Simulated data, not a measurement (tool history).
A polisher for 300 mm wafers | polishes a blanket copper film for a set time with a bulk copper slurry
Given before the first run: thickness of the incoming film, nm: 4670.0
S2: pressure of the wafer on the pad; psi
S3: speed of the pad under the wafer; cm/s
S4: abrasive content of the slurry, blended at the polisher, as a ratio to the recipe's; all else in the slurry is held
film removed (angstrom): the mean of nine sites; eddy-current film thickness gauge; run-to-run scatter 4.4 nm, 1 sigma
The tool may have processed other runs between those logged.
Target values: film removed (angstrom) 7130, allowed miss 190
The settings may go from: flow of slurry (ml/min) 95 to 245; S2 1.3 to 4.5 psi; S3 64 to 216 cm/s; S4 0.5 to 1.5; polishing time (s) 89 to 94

{"run": 1, "hour": 0.0, "flow of slurry (ml/min)": 155, "S2": 2.9, "S3": 140, "S4": 1, "polishing time (s)": 89, "film removed (angstrom)": 9173.5}
{"run": 2, "hour": 2.9, "flow of slurry (ml/min)": 150, "S2": 2.8, "S3": 140, "S4": 1, "polishing time (s)": 89, "film removed (angstrom)": 8977.7}
{"run": 3, "hour": 11.8, "flow of slurry (ml/min)": 150, "S2": 2.8, "S3": 140, "S4": 1.15, "polishing time (s)": 89, "film removed (angstrom)": 9001.5}
{"run": 4, "hour": 20.0, "flow of slurry (ml/min)": 145, "S2": 2.7, "S3": 140, "S4": 1.15, "polishing time (s)": 89, "film removed (angstrom)": 8722.6}
{"hour": 24.4, "done": "head pressure recalibrated"}
{"run": 5, "hour": 24.4, "flow of slurry (ml/min)": 145, "S2": 2.6, "S3": 140, "S4": 1.15, "polishing time (s)": 89, "film removed (angstrom)": 8892.6}
{"run": 6, "hour": 29.7, "flow of slurry (ml/min)": 145, "S2": 2.4, "S3": 140, "S4": 1.15, "polishing time (s)": 89, "film removed (angstrom)": 8318.4}
{"run": 7, "hour": 35.0, "flow of slurry (ml/min)": 145, "S2": 2.3, "S3": 140, "S4": 1.15, "polishing time (s)": 89, "film removed (angstrom)": 7988.4}
{"run": 8, "hour": 37.5, "flow of slurry (ml/min)": 145, "S2": 2.2, "S3": 140, "S4": 1.15, "polishing time (s)": 89, "film removed (angstrom)": 7616.2}

5 candidate next runs follow, results not yet known. Just one meets every target within its allowed miss. Identify it.
{"run": "A", "hour": 40.0, "flow of slurry (ml/min)": 135, "S2": 2.3, "S3": 142, "S4": 1.15, "polishing time (s)": 89, "film removed (angstrom)": "?"}
{"run": "B", "hour": 40.0, "flow of slurry (ml/min)": 145, "S2": 2, "S3": 142, "S4": 1.3, "polishing time (s)": 89, "film removed (angstrom)": "?"}
{"run": "C", "hour": 40.0, "flow of slurry (ml/min)": 130, "S2": 2.4, "S3": 128, "S4": 1.15, "polishing time (s)": 93, "film removed (angstrom)": "?"}
{"run": "D", "hour": 40.0, "flow of slurry (ml/min)": 125, "S2": 1.9, "S3": 164, "S4": 0.8, "polishing time (s)": 94, "film removed (angstrom)": "?"}
{"run": "E", "hour": 40.0, "flow of slurry (ml/min)": 140, "S2": 2.4, "S3": 134, "S4": 1.1, "polishing time (s)": 89, "film removed (angstrom)": "?"}

move=A film_removed_(angstrom)=7995.7
move=B film_removed_(angstrom)=7228.2
move=C film_removed_(angstrom)=7847.2
move=D film_removed_(angstrom)=7484.4
move=E film_removed_(angstrom)=7868
A: the biggest miss grows against the last run
B: each result inside its tolerance
C: the biggest miss grows against the last run
D: nearer the targets than the last run, but a result is still out of spec
E: the biggest miss grows against the last run
Answer: B

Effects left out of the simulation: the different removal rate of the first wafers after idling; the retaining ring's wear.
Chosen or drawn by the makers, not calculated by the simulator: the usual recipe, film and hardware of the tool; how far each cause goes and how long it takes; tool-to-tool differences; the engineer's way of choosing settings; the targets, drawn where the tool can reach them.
